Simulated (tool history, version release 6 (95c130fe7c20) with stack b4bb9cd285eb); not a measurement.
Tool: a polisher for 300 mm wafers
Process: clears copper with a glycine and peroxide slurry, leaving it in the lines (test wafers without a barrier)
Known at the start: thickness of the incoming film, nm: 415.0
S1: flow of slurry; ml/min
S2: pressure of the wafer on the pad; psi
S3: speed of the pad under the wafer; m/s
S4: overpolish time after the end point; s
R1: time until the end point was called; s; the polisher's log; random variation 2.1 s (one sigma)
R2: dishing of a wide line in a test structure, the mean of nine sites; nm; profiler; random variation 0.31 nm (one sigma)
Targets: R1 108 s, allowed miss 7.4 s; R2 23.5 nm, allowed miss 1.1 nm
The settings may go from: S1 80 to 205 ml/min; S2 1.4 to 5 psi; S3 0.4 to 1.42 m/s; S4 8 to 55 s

{"run": 1, "hour": 0.0, "S1": 135, "S2": 3.2, "S3": 0.9, "S4": 28, "R1": 61.214, "R2": 20.941}
{"run": 2, "hour": 4.1, "S1": 135, "S2": 3.9, "S3": 0.9, "S4": 28, "R1": 52.69, "R2": 21.333}
{"run": 3, "hour": 9.5, "S1": 165, "S2": 3.9, "S3": 0.9, "S4": 28, "R1": 49.35, "R2": 21.454}
{"run": 4, "hour": 15.5, "S1": 165, "S2": 3.9, "S3": 0.9, "S4": 19, "R1": 51.371, "R2": 21.382}
{"run": 5, "hour": 20.5, "S1": 175, "S2": 3.6, "S3": 0.78, "S4": 19, "R1": 55.618, "R2": 21.552}
{"run": 6, "hour": 28.7, "S1": 170, "S2": 3.1, "S3": 0.7, "S4": 23, "R1": 65.262, "R2": 21.373}
{"run": 7, "hour": 30.8, "S1": 160, "S2": 2.9, "S3": 0.64, "S4": 20, "R1": 71.439, "R2": 21.533}
{"run": 8, "hour": 37.8, "S1": 150, "S2": 2.7, "S3": 0.58, "S4": 17, "R1": 82.028, "R2": 21.315}
{"run": 9, "hour": 41.8, "S1": 155, "S2": 2.4, "S3": 0.54, "S4": 24, "R1": 86.566, "R2": 22.412}
{"run": 10, "hour": 46.8, "S1": 155, "S2": 2.2, "S3": 0.52, "S4": 25, "R1": 91.702, "R2": 22.77}
{"run": 11, "hour": 53.0, "S1": 155, "S2": 2.1, "S3": 0.5, "S4": 26, "R1": 96.639, "R2": 22.586}
{"run": 12, "hour": 59.2, "S1": 165, "S2": 1.9, "S3": 0.4, "S4": 17, "R1": 106.69, "R2": 20.884}
{"run": 13, "hour": 59.8, "S1": 160, "S2": 1.9, "S3": 0.4, "S4": 20, "R1": 105.59, "R2": 21.846}
{"run": 14, "hour": 62.3, "S1": 155, "S2": 1.9, "S3": 0.4, "S4": 22, "R1": 111.13, "R2": 22.339}
{"run": 15, "hour": 67.8, "S1": 140, "S2": 2.5, "S3": 0.4, "S4": 36, "R1": 95.682, "R2": 23.332}
{"run": 16, "hour": 76.7, "S1": 140, "S2": 2.4, "S3": 0.4, "S4": 36, "R1": 97.08, "R2": 23.224}
{"run": 17, "hour": 82.6, "S1": 140, "S2": 2.3, "S3": 0.4, "S4": 36, "R1": 98.075, "R2": 23.58}

Which of these 5 next moves meets every target?
{"run": "A", "hour": 88.5, "S1": 105, "S2": 1.9, "S3": 0.52, "S4": 31, "R1": "?", "R2": "?"}
{"run": "B", "hour": 88.5, "S1": 120, "S2": 1.4, "S3": 0.4, "S4": 53, "R1": "?", "R2": "?"}
{"run": "C", "hour": 88.5, "S1": 130, "S2": 1.6, "S3": 0.4, "S4": 29, "R1": "?", "R2": "?"}
{"run": "D", "hour": 88.5, "S1": 135, "S2": 2.4, "S3": 0.5, "S4": 36, "R1": "?", "R2": "?"}
{"run": "E", "hour": 88.5, "S1": 125, "S2": 2.4, "S3": 0.48, "S4": 35, "R1": "?", "R2": "?"}

move=A R1=104.96 R2=23.129
move=B R1=127.88 R2=24.972
move=C R1=119.13 R2=23.486
move=D R1=90.022 R2=23.076
move=E R1=92.324 R2=23.115
A: meets every target
B: takes the result that was furthest off past its target
C: takes the result that was furthest off past its target
D: further off than the last run
E: further off than the last run
Move A is the one to make.

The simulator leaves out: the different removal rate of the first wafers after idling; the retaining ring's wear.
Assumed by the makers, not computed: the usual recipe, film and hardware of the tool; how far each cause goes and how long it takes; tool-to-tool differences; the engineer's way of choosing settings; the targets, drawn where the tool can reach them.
